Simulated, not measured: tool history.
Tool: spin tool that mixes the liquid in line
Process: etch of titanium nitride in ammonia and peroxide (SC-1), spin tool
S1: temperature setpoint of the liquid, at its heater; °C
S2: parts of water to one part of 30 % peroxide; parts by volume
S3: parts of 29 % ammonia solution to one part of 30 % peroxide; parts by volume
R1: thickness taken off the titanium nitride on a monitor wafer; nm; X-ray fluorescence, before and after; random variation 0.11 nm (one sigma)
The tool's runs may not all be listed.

{"run": 1, "hour": 0.0, "S1": 62, "S2": 29.5, "S3": 0.55, "time under the liquid (s)": 60, "R1": 5.1584}
{"run": 2, "hour": 4.6, "S1": 63.5, "S2": 25, "S3": 0.55, "time under the liquid (s)": 60, "R1": 6.2572}
{"run": 3, "hour": 6.3, "S1": 60.5, "S2": 25, "S3": 0.55, "time under the liquid (s)": 60, "R1": 5.1541}
{"run": 4, "hour": 8.5, "S1": 60.5, "S2": 25, "S3": 0.55, "time under the liquid (s)": 60, "R1": 5.2306}
{"run": 5, "hour": 16.9, "S1": 60.5, "S2": 25, "S3": 0.55, "time under the liquid (s)": 60, "R1": 5.227}
{"run": 6, "hour": 23.4, "S1": 62.5, "S2": 21.5, "S3": 0.55, "time under the liquid (s)": 60, "R1": 6.4353}
{"run": 7, "hour": 25.0, "S1": 64, "S2": 19.5, "S3": 0.55, "time under the liquid (s)": 60, "R1": 7.4477}
{"run": 8, "hour": 33.8, "S1": 65, "S2": 17.5, "S3": 0.55, "time under the liquid (s)": 60, "R1": 8.3891}
{"run": 9, "hour": 36.6, "S1": 66, "S2": 16, "S3": 0.55, "time under the liquid (s)": 60, "R1": 9.5879}

Run 10 comes next. What will it give?
{"run": 10, "hour": 37.9, "S1": 70, "S2": 12, "S3": 0.55, "time under the liquid (s)": 60, "R1": "?"}

R1: 14.252 nm
